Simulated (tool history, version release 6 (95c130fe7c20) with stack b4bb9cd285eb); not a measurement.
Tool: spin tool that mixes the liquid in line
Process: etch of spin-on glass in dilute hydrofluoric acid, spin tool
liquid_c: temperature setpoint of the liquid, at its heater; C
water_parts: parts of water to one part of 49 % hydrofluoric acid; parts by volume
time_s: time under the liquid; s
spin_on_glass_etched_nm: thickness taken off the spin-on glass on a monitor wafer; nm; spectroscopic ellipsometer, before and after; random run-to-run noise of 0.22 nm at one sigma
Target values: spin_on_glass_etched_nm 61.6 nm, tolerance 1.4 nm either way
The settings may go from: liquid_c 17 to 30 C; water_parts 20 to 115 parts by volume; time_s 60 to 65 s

| run | hour | liquid_c | water_parts | time_s | spin_on_glass_etched_nm |
|---|---|---|---|---|---|
| 1 | 0 | 22 | 65 | 60 | 27.084 |
| 2 | 6.8 | 22 | 45 | 60 | 40.303 |
| 3 | 11.7 | 23 | 45 | 60 | 41.95 |
| 4 | 15.6 | 23 | 45 | 65 | 45.339 |
| 5 | 22.1 | 24 | 45 | 65 | 47.623 |
| 6 | 30.2 | 24 | 45 | 65 | 47.442 |
| 7 | 38.5 | 24.5 | 45 | 65 | 48.304 |
| 8 | 42.6 | 25 | 45 | 65 | 49.552 |
| 9 | 48.5 | 25 | 45 | 65 | 49.542 |
| 10 | 57 | 25.5 | 45 | 65 | 50.709 |
| 11 | 61.5 | 26 | 45 | 65 | 51.267 |
| 12 | 67.3 | 26.5 | 45 | 65 | 52.57 |

Which one of the following 5 next-run settings gets every result inside its allowed miss? There is exactly one.
| A | 73.1 | 28 | 55 | 60 | ? |
| B | 73.1 | 28 | 45 | 65 | ? |
| C | 73.1 | 27.5 | 50 | 65 | ? |
| D | 73.1 | 26 | 40 | 65 | ? |
| E | 73.1 | 27.5 | 40 | 65 | ? |

| move | spin_on_glass_etched_nm |
|---|---|
| A | 41.797 |
| B | 56.158 |
| C | 49.18 |
| D | 58.689 |
| E | 62.377 |
A: further off than the last run
B: closes in on the targets versus the last run, not all within tolerance yet
C: further off than the last run
D: closes in on the targets versus the last run, not all within tolerance yet
E: each result inside its tolerance
Answer: E
